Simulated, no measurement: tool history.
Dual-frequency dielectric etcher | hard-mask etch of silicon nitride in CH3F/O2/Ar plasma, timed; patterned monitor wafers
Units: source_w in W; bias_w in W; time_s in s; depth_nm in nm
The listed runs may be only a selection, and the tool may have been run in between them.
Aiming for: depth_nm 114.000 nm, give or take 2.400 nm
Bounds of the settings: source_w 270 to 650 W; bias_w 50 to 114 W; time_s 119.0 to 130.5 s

Run 1, day 0.000: source_w 460 W, bias_w 82 W, time_s 130.5 s. Result: depth_nm 101.140 nm.
Run 2, day 0.350: source_w 460 W, bias_w 73 W, time_s 130.5 s. Result: depth_nm 98.300 nm.
Run 3, day 0.692: source_w 460 W, bias_w 66 W, time_s 130.5 s. Result: depth_nm 93.615 nm.
Run 4, day 0.896: source_w 460 W, bias_w 59 W, time_s 130.5 s. Result: depth_nm 90.863 nm.
Run 5, day 1.042: source_w 490 W, bias_w 62 W, time_s 130.5 s. Result: depth_nm 94.895 nm.
Run 6, day 1.171: source_w 490 W, bias_w 62 W, time_s 119.0 s. Result: depth_nm 86.599 nm.
Run 7, day 1.462: source_w 510 W, bias_w 69 W, time_s 120.0 s. Result: depth_nm 93.414 nm.
Run 8, day 1.562: source_w 530 W, bias_w 72 W, time_s 120.5 s. Result: depth_nm 95.983 nm.
Run 9, day 1.817: source_w 550 W, bias_w 75 W, time_s 121.0 s. Result: depth_nm 99.853 nm.
Run 10, day 1.858: source_w 570 W, bias_w 77 W, time_s 121.5 s. Result: depth_nm 102.670 nm.
Run 11, day 1.992: source_w 580 W, bias_w 79 W, time_s 122.0 s. Result: depth_nm 106.330 nm.
Run 12, day 2.108: source_w 590 W, bias_w 79 W, time_s 122.0 s. Result: depth_nm 105.640 nm.
Run 13, day 2.279: source_w 600 W, bias_w 80 W, time_s 122.0 s. Result: depth_nm 106.660 nm.
At day 2.471: source power generator calibrated.
Run 14, day 2.471: source_w 610 W, bias_w 81 W, time_s 122.0 s. Result: depth_nm 107.590 nm.
Run 15, day 2.738: source_w 620 W, bias_w 82 W, time_s 122.0 s. Result: depth_nm 107.790 nm.
Run 16, day 3.021: source_w 620 W, bias_w 83 W, time_s 122.5 s. Result: depth_nm 109.590 nm.
Run 17, day 3.200: source_w 620 W, bias_w 84 W, time_s 122.5 s. Result: depth_nm 109.290 nm.
Run 18, day 3.483: source_w 620 W, bias_w 85 W, time_s 122.5 s. Result: depth_nm 109.230 nm.
Run 19, day 3.554: source_w 620 W, bias_w 86 W, time_s 123.0 s. Result: depth_nm 109.430 nm.
Run 20, day 3.758: source_w 620 W, bias_w 87 W, time_s 123.5 s. Result: depth_nm 111.300 nm.

Which of these 4 next moves meets every target?
Run A, day 3.962: source_w 490 W, bias_w 102 W, time_s 130.5 s. Result: depth_nm ?.
Run B, day 3.962: source_w 640 W, bias_w 83 W, time_s 127.0 s. Result: depth_nm ?.
Run C, day 3.962: source_w 650 W, bias_w 91 W, time_s 130.5 s. Result: depth_nm ?.
Run D, day 3.962: source_w 610 W, bias_w 85 W, time_s 122.0 s. Result: depth_nm ?.

move  depth_nm
   A   108.940
   B   113.760
   C   121.150
   D   107.490
A: misses by more than the last run did
B: in spec on every target
C: carries the result that was furthest off beyond its target, to the other side
D: misses by more than the last run did
Go with B: it meets all targets.
